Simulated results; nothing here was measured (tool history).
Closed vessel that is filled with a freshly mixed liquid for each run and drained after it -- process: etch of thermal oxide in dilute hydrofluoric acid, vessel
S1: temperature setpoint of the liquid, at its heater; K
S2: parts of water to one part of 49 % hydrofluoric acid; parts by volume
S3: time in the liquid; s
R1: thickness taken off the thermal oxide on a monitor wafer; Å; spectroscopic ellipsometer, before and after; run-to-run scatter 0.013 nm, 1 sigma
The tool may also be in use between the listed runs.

run,day,S1,S2,S3,R1
1,0.000,297.15,285,450,56.826
2,0.188,296.15,295,450,51.997
3,0.504,295.65,305,450,49.152
4,0.600,295.15,315,450,46.475
5,0.654,294.65,325,450,43.662
# day 0.742: thermometer replaced
6,0.742,294.65,325,300,31.251

What will run 7 give?
7,1.083,294.65,325,300,?

For run 7 the tool returned R1 31.217 Å.
